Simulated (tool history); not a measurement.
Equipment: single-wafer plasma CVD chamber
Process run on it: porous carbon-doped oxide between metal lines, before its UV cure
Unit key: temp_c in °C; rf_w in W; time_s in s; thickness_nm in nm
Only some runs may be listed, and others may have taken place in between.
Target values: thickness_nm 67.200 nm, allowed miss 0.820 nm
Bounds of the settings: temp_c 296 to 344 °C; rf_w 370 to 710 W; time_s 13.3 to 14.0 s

run 1 hour=0.0 | temp_c=320 rf_w=540 time_s=14.0 | thickness_nm=75.530
run 2 hour=8.0 | temp_c=323 rf_w=540 time_s=14.0 | thickness_nm=74.626
run 3 hour=13.7 | temp_c=317 rf_w=540 time_s=14.0 | thickness_nm=76.310
run 4 hour=14.9 | temp_c=320 rf_w=535 time_s=14.0 | thickness_nm=75.253
run 5 hour=18.2 | temp_c=323 rf_w=530 time_s=14.0 | thickness_nm=73.803
run 6 hour=24.6 | temp_c=316 rf_w=530 time_s=14.0 | thickness_nm=75.870
run 7 hour=32.2 | temp_c=328 rf_w=510 time_s=14.0 | thickness_nm=70.740
run 8 hour=34.5 | temp_c=330 rf_w=510 time_s=14.0 | thickness_nm=70.061
run 9 hour=38.9 | temp_c=331 rf_w=510 time_s=14.0 | thickness_nm=69.910

Which one of the following 5 next-run settings gets every result inside its allowed miss? There is exactly one.
run A hour=43.3 | temp_c=325 rf_w=575 time_s=13.5 | thickness_nm=?
run B hour=43.3 | temp_c=341 rf_w=535 time_s=13.6 | thickness_nm=?
run C hour=43.3 | temp_c=337 rf_w=525 time_s=13.9 | thickness_nm=?
run D hour=43.3 | temp_c=331 rf_w=500 time_s=13.9 | thickness_nm=?
run E hour=43.3 | temp_c=317 rf_w=515 time_s=13.3 | thickness_nm=?

move=A thickness_nm=74.303
move=B thickness_nm=67.441
move=C thickness_nm=69.263
move=D thickness_nm=69.126
move=E thickness_nm=71.531
A: further off than the last run
B: each result inside its tolerance
C: better than the last run, though not everything is in spec
D: better than the last run, though not everything is in spec
E: further off than the last run
Move B is the one to make.

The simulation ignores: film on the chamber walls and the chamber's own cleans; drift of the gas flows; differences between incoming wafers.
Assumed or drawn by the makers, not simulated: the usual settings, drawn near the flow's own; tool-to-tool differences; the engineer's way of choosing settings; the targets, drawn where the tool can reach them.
